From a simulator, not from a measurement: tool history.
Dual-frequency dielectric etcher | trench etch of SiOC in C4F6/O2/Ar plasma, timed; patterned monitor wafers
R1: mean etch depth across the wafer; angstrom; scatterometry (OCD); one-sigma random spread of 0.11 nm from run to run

run 1 hour=0 | source_power_(W)=420 bias_power_(W)=202 etch_time_(s)=13.5 | R1=298.11
run 2 hour=6.6 | source_power_(W)=420 bias_power_(W)=202 etch_time_(s)=12.5 | R1=273.64
run 3 hour=14.1 | source_power_(W)=390 bias_power_(W)=192 etch_time_(s)=12.5 | R1=262.07
run 4 hour=18.8 | source_power_(W)=390 bias_power_(W)=192 etch_time_(s)=13.5 | R1=280.34
run 5 hour=21.8 | source_power_(W)=370 bias_power_(W)=180 etch_time_(s)=13.5 | R1=266.6
run 6 hour=25.7 | source_power_(W)=340 bias_power_(W)=180 etch_time_(s)=13.5 | R1=256.76
run 7 hour=27.1 | source_power_(W)=270 bias_power_(W)=144 etch_time_(s)=12.5 | R1=192.35
run 8 hour=34.3 | source_power_(W)=290 bias_power_(W)=145 etch_time_(s)=12.5 | R1=200.97

What will run 9 give?
run 9 hour=39.6 | source_power_(W)=300 bias_power_(W)=146 etch_time_(s)=12.5 | R1=?

{"run 9": {"R1": 206.37}}
